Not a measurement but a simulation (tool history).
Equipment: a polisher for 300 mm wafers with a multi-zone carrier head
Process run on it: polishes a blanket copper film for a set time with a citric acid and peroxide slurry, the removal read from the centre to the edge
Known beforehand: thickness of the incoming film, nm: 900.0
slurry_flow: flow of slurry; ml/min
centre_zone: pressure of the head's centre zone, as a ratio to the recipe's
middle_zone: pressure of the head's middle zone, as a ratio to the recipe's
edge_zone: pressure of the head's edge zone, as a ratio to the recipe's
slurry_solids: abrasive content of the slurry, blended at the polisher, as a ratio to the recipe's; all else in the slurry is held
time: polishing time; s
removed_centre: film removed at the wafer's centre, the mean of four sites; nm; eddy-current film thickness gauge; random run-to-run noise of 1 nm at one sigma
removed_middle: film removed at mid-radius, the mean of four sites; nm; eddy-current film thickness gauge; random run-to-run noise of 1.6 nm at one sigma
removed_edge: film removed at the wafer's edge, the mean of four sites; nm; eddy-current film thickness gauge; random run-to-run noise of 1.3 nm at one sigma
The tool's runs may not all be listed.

run,day,slurry_flow,centre_zone,middle_zone,edge_zone,slurry_solids,time,removed_centre,removed_middle,removed_edge
1,0.000,320,1.00,1.00,1.00,1.00,51,71.559,73.636,75.307
2,0.158,320,1.01,1.04,1.01,1.15,53,77.845,80.956,79.023
3,0.267,320,1.08,1.04,1.01,1.15,53,80.671,79.615,78.434
4,0.529,320,1.05,1.07,1.03,1.25,55,84.693,86.350,83.997
5,0.792,320,1.05,1.07,1.03,1.40,55,87.235,89.369,84.934
6,0.921,320,1.11,1.07,1.03,1.40,55,91.437,88.767,85.248
7,1.283,320,1.08,1.10,1.05,1.45,57,93.003,93.541,92.593
8,1.554,325,1.06,1.12,1.03,1.45,58,92.720,97.008,90.619

For run 9, what comes out?
9,1.825,325,1.05,1.14,1.03,1.45,59,?,?,?

Run 9 produced removed_centre 91.379 nm, removed_middle 102.190 nm, removed_edge 92.746 nm.
